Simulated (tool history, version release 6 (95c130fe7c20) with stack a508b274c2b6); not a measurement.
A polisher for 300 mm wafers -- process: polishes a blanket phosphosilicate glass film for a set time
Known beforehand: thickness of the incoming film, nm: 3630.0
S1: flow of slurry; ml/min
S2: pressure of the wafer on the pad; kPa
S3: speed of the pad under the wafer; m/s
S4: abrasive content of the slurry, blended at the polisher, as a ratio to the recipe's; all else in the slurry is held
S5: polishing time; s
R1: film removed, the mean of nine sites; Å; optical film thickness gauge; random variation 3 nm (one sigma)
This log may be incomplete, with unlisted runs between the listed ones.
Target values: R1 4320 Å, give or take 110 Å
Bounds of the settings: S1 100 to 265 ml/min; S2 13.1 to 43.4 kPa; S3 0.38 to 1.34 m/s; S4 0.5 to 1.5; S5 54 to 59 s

run 1 day=0 | S1=170 S2=28.3 S3=0.86 S4=1 S5=59 | R1=5492.3
run 2 day=0.108 | S1=170 S2=23.4 S3=0.86 S4=1 S5=59 | R1=4945.9
run 3 day=0.475 | S1=160 S2=22.1 S3=0.86 S4=1 S5=59 | R1=4754.7
run 4 day=0.738 | S1=160 S2=20.7 S3=0.86 S4=1 S5=59 | R1=4554.1
run 5 day=0.779 | S1=160 S2=20.7 S3=0.68 S4=1 S5=59 | R1=3729.1
run 6 day=1.138 | S1=160 S2=20.7 S3=0.6 S4=1 S5=59 | R1=3426.1
run 7 day=1.175 | S1=165 S2=23.4 S3=0.6 S4=1 S5=59 | R1=3669.2
run 8 day=1.229 | S1=170 S2=25.5 S3=0.6 S4=1 S5=59 | R1=3883.5
run 9 day=1.379 | S1=175 S2=26.9 S3=0.6 S4=1 S5=59 | R1=4091.1

Next run, 4 choices. One meets every target within its allowed miss, the rest don't. Which?
run A day=1.529 | S1=105 S2=30.3 S3=0.66 S4=0.95 S5=56 | R1=?
run B day=1.529 | S1=190 S2=26.2 S3=0.72 S4=0.9 S5=57 | R1=?
run C day=1.529 | S1=195 S2=29 S3=0.66 S4=1 S5=58 | R1=?
run D day=1.529 | S1=175 S2=24.8 S3=0.56 S4=1.1 S5=59 | R1=?

move=A R1=3898.2
move=B R1=4298.1
move=C R1=4554.3
move=D R1=3763.3
A: its largest miss is bigger than the last run's
B: all results in spec
C: pushes the last run's worst result past its target
D: its largest miss is bigger than the last run's
The move that meets every target is B.
